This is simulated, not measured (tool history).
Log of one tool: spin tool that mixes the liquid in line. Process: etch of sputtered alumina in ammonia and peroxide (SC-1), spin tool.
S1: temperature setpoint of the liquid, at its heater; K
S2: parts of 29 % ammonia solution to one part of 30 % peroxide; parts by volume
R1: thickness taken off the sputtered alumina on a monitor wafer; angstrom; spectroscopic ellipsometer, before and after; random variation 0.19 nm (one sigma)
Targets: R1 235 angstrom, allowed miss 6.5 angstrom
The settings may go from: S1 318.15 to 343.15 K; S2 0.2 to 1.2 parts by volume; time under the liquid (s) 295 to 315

Run 1, hour 0: S1 334.15 K, S2 0.75 parts by volume, time under the liquid (s) 295. Result: R1 187.58 angstrom.
Run 2, hour 1.3: S1 335.15 K, S2 0.75 parts by volume, time under the liquid (s) 295. Result: R1 197.26 angstrom.
Run 3, hour 6.9: S1 331.15 K, S2 0.75 parts by volume, time under the liquid (s) 295. Result: R1 164.4 angstrom.
Run 4, hour 14.5: S1 325.65 K, S2 0.75 parts by volume, time under the liquid (s) 295. Result: R1 121.52 angstrom.
Run 5, hour 22.8: S1 328.65 K, S2 0.75 parts by volume, time under the liquid (s) 295. Result: R1 143.98 angstrom.
Run 6, hour 28.9: S1 334.15 K, S2 0.75 parts by volume, time under the liquid (s) 295. Result: R1 189.56 angstrom.
Run 7, hour 37.9: S1 335.15 K, S2 0.75 parts by volume, time under the liquid (s) 295. Result: R1 204.99 angstrom.
Run 8, hour 42.4: S1 335.65 K, S2 0.75 parts by volume, time under the liquid (s) 295. Result: R1 205.8 angstrom.
Run 9, hour 48: S1 336.15 K, S2 0.75 parts by volume, time under the liquid (s) 295. Result: R1 211.09 angstrom.

Which of these 4 next moves meets every target?
Run A, hour 53.6: S1 337.15 K, S2 0.7 parts by volume, time under the liquid (s) 315. Result: R1 ?.
Run B, hour 53.6: S1 338.15 K, S2 0.8 parts by volume, time under the liquid (s) 310. Result: R1 ?.
Run C, hour 53.6: S1 338.65 K, S2 1.15 parts by volume, time under the liquid (s) 300. Result: R1 ?.
Run D, hour 53.6: S1 338.65 K, S2 0.65 parts by volume, time under the liquid (s) 315. Result: R1 ?.

move      R1
   A  232.03
   B  243.05
   C  249.53
   D  248.25
A: meets every target
B: takes the result that was furthest off past its target
C: takes the result that was furthest off past its target
D: takes the result that was furthest off past its target
Answer: A
